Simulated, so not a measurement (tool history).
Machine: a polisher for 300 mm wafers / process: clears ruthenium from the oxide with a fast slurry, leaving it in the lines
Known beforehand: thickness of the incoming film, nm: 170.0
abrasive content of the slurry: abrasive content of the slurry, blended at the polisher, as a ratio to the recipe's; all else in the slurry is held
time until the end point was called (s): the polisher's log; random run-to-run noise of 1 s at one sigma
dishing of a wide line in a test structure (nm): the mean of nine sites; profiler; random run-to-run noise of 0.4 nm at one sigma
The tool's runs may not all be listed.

run,day,flow of slurry (ml/min),pressure of the wafer on the pad (kPa),speed of the pad under the wafer (m/s),abrasive content of the slurry,overpolish time after the end point (s),time until the end point was called (s),dishing of a wide line in a test structure (nm)
1,0.000,145,23.4,0.76,1.00,21,61.910,53.627
2,0.225,145,23.4,0.64,1.00,21,69.428,47.471
3,0.525,145,20.7,0.64,1.00,19,78.553,40.722
4,0.658,145,20.7,0.64,0.90,19,82.923,36.988
5,0.992,145,18.6,0.64,0.90,19,92.127,34.312
6,1.367,145,18.6,0.64,0.90,24,89.829,42.851
7,1.604,155,18.6,0.64,0.85,21,94.675,36.103
8,1.946,155,18.6,0.64,0.85,19,92.091,33.619
9,2.038,155,18.6,0.64,0.85,17,92.160,30.241
# day 2.233: slurry nozzle cleaned
10,2.233,155,17.9,0.64,0.85,16,90.664,28.852
11,2.562,130,15.9,0.64,0.85,15,106.400,24.046
12,2.762,140,15.9,0.64,0.85,15,104.250,24.384

Run 13 is up next; what results do you expect?
13,2.933,145,15.9,0.64,0.85,15,?,?

time until the end point was called (s): 103.200
dishing of a wide line in a test structure (nm): 24.458
